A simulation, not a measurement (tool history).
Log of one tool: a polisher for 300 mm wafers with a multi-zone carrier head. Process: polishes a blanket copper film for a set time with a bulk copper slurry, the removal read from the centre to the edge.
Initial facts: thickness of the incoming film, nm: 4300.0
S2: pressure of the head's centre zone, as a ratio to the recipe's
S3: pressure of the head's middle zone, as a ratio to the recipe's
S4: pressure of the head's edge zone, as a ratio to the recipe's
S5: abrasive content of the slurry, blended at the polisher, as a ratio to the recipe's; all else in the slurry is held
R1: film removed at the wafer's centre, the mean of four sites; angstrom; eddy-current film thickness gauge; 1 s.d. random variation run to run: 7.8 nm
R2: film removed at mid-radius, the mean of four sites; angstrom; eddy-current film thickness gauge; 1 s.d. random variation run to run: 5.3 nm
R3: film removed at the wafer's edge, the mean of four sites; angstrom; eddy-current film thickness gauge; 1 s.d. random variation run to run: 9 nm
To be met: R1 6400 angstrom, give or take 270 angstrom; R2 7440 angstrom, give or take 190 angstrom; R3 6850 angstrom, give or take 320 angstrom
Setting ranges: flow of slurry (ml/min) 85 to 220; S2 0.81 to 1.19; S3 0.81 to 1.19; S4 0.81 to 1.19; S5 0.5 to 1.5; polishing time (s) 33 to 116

{"run": 1, "day": 0.0, "flow of slurry (ml/min)": 140, "S2": 1, "S3": 1, "S4": 1, "S5": 1, "polishing time (s)": 74, "R1": 6242.2, "R2": 6276.7, "R3": 5919.6}
{"run": 2, "day": 0.358, "flow of slurry (ml/min)": 145, "S2": 0.99, "S3": 1.01, "S4": 1.02, "S5": 1, "polishing time (s)": 74, "R1": 6169.1, "R2": 6273, "R3": 6088.2}
{"run": 3, "day": 0.671, "flow of slurry (ml/min)": 150, "S2": 0.98, "S3": 1.03, "S4": 1.02, "S5": 1, "polishing time (s)": 74, "R1": 6059.4, "R2": 6402.8, "R3": 5920.2}
{"run": 4, "day": 0.712, "flow of slurry (ml/min)": 150, "S2": 0.98, "S3": 1.03, "S4": 1.02, "S5": 1, "polishing time (s)": 64, "R1": 5290.2, "R2": 5562.8, "R3": 5208}
{"run": 5, "day": 0.858, "flow of slurry (ml/min)": 125, "S2": 0.98, "S3": 1.03, "S4": 1.02, "S5": 1, "polishing time (s)": 64, "R1": 5125, "R2": 5395.7, "R3": 5076.1}
{"run": 6, "day": 1.208, "flow of slurry (ml/min)": 130, "S2": 0.98, "S3": 1.04, "S4": 1.04, "S5": 1.05, "polishing time (s)": 65, "R1": 5286.8, "R2": 5609.3, "R3": 5362}
{"run": 7, "day": 1.429, "flow of slurry (ml/min)": 135, "S2": 0.98, "S3": 1.06, "S4": 1.05, "S5": 1.1, "polishing time (s)": 65, "R1": 5307.1, "R2": 5821.1, "R3": 5416.5}
{"run": 8, "day": 1.596, "flow of slurry (ml/min)": 140, "S2": 0.99, "S3": 1.07, "S4": 1.07, "S5": 1.15, "polishing time (s)": 65, "R1": 5590.2, "R2": 5980.2, "R3": 5601.1}
{"run": 9, "day": 1.862, "flow of slurry (ml/min)": 180, "S2": 0.91, "S3": 1.17, "S4": 1.17, "S5": 1.4, "polishing time (s)": 67, "R1": 5622.9, "R2": 7348.3, "R3": 6386.1}
{"day": 2.221, "done": "edge zone pressure recalibrated"}
{"run": 10, "day": 2.221, "flow of slurry (ml/min)": 180, "S2": 0.92, "S3": 1.16, "S4": 1.17, "S5": 1.4, "polishing time (s)": 67, "R1": 5699.2, "R2": 7290.3, "R3": 6633.1}
{"run": 11, "day": 2.271, "flow of slurry (ml/min)": 185, "S2": 0.93, "S3": 1.16, "S4": 1.17, "S5": 1.4, "polishing time (s)": 67, "R1": 5837.3, "R2": 7277.8, "R3": 6731.3}
{"run": 12, "day": 2.308, "flow of slurry (ml/min)": 185, "S2": 0.94, "S3": 1.16, "S4": 1.16, "S5": 1.4, "polishing time (s)": 67, "R1": 5976.1, "R2": 7217.7, "R3": 6542.4}
{"run": 13, "day": 2.554, "flow of slurry (ml/min)": 190, "S2": 0.94, "S3": 1.16, "S4": 1.16, "S5": 1.4, "polishing time (s)": 67, "R1": 6054.3, "R2": 7202.3, "R3": 6619.1}

Pick the move, out of 4, that brings all results within their allowed miss; only one does.
{"run": "A", "day": 2.8, "flow of slurry (ml/min)": 195, "S2": 0.99, "S3": 1.14, "S4": 1.19, "S5": 1.25, "polishing time (s)": 71, "R1": "?", "R2": "?", "R3": "?"}
{"run": "B", "day": 2.8, "flow of slurry (ml/min)": 215, "S2": 0.87, "S3": 1.11, "S4": 1.17, "S5": 1.4, "polishing time (s)": 68, "R1": "?", "R2": "?", "R3": "?"}
{"run": "C", "day": 2.8, "flow of slurry (ml/min)": 210, "S2": 0.95, "S3": 1.11, "S4": 1.12, "S5": 1.05, "polishing time (s)": 72, "R1": "?", "R2": "?", "R3": "?"}
{"run": "D", "day": 2.8, "flow of slurry (ml/min)": 165, "S2": 0.98, "S3": 1.07, "S4": 1.14, "S5": 1.45, "polishing time (s)": 69, "R1": "?", "R2": "?", "R3": "?"}

move=A R1=6524 R2=7394 R3=6793.1
move=B R1=5721.3 R2=7213.9 R3=6714.9
move=C R1=6149.2 R2=7095.2 R3=6509.6
move=D R1=6325.5 R2=6885.6 R3=6626.1
A: all results land within tolerance of their targets
B: its largest miss is bigger than the last run's
C: meets the target for the result that was furthest off, but another lies outside its allowed miss
D: meets the target for the result that was furthest off, but another lies outside its allowed miss
Answer: A
